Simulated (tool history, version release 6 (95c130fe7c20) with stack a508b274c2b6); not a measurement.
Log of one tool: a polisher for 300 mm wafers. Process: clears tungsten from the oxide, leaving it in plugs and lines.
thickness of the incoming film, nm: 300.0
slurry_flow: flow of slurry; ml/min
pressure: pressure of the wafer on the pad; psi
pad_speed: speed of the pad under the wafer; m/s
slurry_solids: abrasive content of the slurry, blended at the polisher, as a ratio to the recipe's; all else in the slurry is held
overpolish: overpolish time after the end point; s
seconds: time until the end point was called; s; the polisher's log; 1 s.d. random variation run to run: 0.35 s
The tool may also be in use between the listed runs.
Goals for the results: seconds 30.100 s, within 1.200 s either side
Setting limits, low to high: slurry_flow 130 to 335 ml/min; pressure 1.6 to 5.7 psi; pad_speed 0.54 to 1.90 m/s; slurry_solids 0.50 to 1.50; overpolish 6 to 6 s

{"run": 1, "hour": 0.0, "slurry_flow": 215, "pressure": 3.6, "pad_speed": 1.22, "slurry_solids": 1.0, "overpolish": 6, "seconds": 62.146}
{"run": 2, "hour": 6.3, "slurry_flow": 215, "pressure": 3.6, "pad_speed": 1.22, "slurry_solids": 1.1, "overpolish": 6, "seconds": 60.094}
{"run": 3, "hour": 10.9, "slurry_flow": 215, "pressure": 4.1, "pad_speed": 1.22, "slurry_solids": 1.1, "overpolish": 6, "seconds": 52.383}
{"run": 4, "hour": 18.3, "slurry_flow": 170, "pressure": 4.1, "pad_speed": 1.22, "slurry_solids": 1.1, "overpolish": 6, "seconds": 55.153}
{"run": 5, "hour": 20.3, "slurry_flow": 185, "pressure": 4.5, "pad_speed": 1.26, "slurry_solids": 1.1, "overpolish": 6, "seconds": 48.157}
{"run": 6, "hour": 26.4, "slurry_flow": 195, "pressure": 4.8, "pad_speed": 1.3, "slurry_solids": 1.1, "overpolish": 6, "seconds": 42.83}
{"hour": 28.6, "done": "head pressure recalibrated"}
{"run": 7, "hour": 28.6, "slurry_flow": 205, "pressure": 5.1, "pad_speed": 1.34, "slurry_solids": 1.1, "overpolish": 6, "seconds": 37.325}
{"run": 8, "hour": 37.5, "slurry_flow": 220, "pressure": 5.3, "pad_speed": 1.34, "slurry_solids": 1.1, "overpolish": 6, "seconds": 34.862}

Pick the move, out of 5, that brings all results within their allowed miss; only one does.
{"run": "A", "hour": 46.4, "slurry_flow": 225, "pressure": 5.7, "pad_speed": 1.74, "slurry_solids": 1.15, "overpolish": 6, "seconds": "?"}
{"run": "B", "hour": 46.4, "slurry_flow": 195, "pressure": 4.9, "pad_speed": 1.26, "slurry_solids": 1.05, "overpolish": 6, "seconds": "?"}
{"run": "C", "hour": 46.4, "slurry_flow": 255, "pressure": 4.8, "pad_speed": 1.48, "slurry_solids": 0.85, "overpolish": 6, "seconds": "?"}
{"run": "D", "hour": 46.4, "slurry_flow": 195, "pressure": 5.6, "pad_speed": 1.5, "slurry_solids": 1.15, "overpolish": 6, "seconds": "?"}
{"run": "E", "hour": 46.4, "slurry_flow": 235, "pressure": 5.7, "pad_speed": 1.0, "slurry_solids": 1.2, "overpolish": 6, "seconds": "?"}

move=A seconds=25.185
move=B seconds=41.596
move=C seconds=37.606
move=D seconds=30.092
move=E seconds=41.844
A: the result that was furthest off in the last run now lies on the other side of its target
B: its largest miss is bigger than the last run's
C: its largest miss is bigger than the last run's
D: in spec on every target
E: its largest miss is bigger than the last run's
So the answer is move D, the one that meets all the targets.
